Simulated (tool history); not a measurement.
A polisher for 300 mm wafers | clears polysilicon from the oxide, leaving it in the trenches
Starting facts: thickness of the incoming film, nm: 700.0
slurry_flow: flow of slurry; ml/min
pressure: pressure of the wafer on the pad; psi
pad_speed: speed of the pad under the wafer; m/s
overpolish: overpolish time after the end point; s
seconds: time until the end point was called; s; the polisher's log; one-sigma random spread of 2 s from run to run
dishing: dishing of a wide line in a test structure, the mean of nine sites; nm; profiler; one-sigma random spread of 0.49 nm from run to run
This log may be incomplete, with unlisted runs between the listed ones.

run 1 hour=0.0 | slurry_flow=270 pressure=2.5 pad_speed=0.82 overpolish=22 | seconds=66.804 dishing=55.937
run 2 hour=6.4 | slurry_flow=270 pressure=2.1 pad_speed=0.76 overpolish=18 | seconds=81.888 dishing=52.688
run 3 hour=15.0 | slurry_flow=270 pressure=2.1 pad_speed=0.88 overpolish=18 | seconds=68.448 dishing=53.859
run 4 hour=17.3 | slurry_flow=265 pressure=1.8 pad_speed=0.78 overpolish=17 | seconds=86.870 dishing=51.448
run 5 hour=20.2 | slurry_flow=265 pressure=1.4 pad_speed=0.78 overpolish=17 | seconds=108.630 dishing=47.626
run 6 hour=24.7 | slurry_flow=265 pressure=1.4 pad_speed=0.72 overpolish=20 | seconds=119.260 dishing=49.921
run 7 hour=28.3 | slurry_flow=265 pressure=1.3 pad_speed=0.68 overpolish=19 | seconds=130.380 dishing=46.940

Run 8 comes next. What will it give?
run 8 hour=30.3 | slurry_flow=265 pressure=1.2 pad_speed=0.66 overpolish=21 | seconds=? dishing=?

Logged for run 8: seconds 140.220 s, dishing 47.483 nm.
